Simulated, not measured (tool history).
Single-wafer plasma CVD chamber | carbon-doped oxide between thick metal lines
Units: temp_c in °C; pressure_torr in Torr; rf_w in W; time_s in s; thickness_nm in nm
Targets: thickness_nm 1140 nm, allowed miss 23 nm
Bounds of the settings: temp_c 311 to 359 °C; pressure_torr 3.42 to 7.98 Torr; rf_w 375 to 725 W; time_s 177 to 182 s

run,day,temp_c,pressure_torr,rf_w,time_s,thickness_nm
1,0,335,5.7,550,177,980.29
2,0.304,343,5.7,550,177,974.02
3,0.488,343,4.73,550,177,941.02
4,0.633,343,4.73,480,177,873.1
# day 0.738: capacitance manometer re-zeroed and calibrated
5,0.738,347,4.73,480,177,870.7
6,0.996,347,4.73,480,182,883.56
7,1.092,342,5.55,525,182,986.55
8,1.167,341,6.24,540,182,1011.7
9,1.35,340,6.68,565,182,1048.3
10,1.725,338,7,580,182,1074
11,1.879,337,7.23,595,182,1080.1

5 next moves are on the table. One of them brings every result within its allowed miss. Which?
A,2.033,346,6.98,555,179,?
B,2.033,346,6.62,585,179,?
C,2.033,332,7.28,615,182,?
D,2.033,332,6.82,565,178,?
E,2.033,339,6.83,595,182,?

move,thickness_nm
A,1004.2
B,1033.5
C,1130.1
D,1044.5
E,1082.4
A: further off than the last run
B: further off than the last run
C: meets every target
D: further off than the last run
E: as far off as the last run
Answer: C
